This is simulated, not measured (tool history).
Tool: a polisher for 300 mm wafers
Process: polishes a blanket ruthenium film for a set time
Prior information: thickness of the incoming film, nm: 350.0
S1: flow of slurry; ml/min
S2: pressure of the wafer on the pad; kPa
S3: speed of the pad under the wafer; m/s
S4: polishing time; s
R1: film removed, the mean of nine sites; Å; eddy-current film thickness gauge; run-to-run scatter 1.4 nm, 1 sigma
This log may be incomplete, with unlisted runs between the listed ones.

| run | hour | S1 | S2 | S3 | S4 | R1 |
|---|---|---|---|---|---|---|
| 1 | 0 | 130 | 17.9 | 1.1 | 102 | 1406.9 |
| 2 | 7.4 | 130 | 15.9 | 1.1 | 102 | 1245.3 |
| 3 | 8.5 | 130 | 15.9 | 1.1 | 107 | 1337.7 |
| 4 | 13.4 | 150 | 15.9 | 1.1 | 107 | 1418.6 |
| 5 | 21.8 | 150 | 18.6 | 1.1 | 107 | 1618.7 |
| 6 | 29.1 | 170 | 18.6 | 1.1 | 107 | 1698.4 |

Run 7 comes next. What will it give?
| 7 | 37.5 | 160 | 17.2 | 1.1 | 107 | ? |

{"run 7": {"R1": 1550.4}}
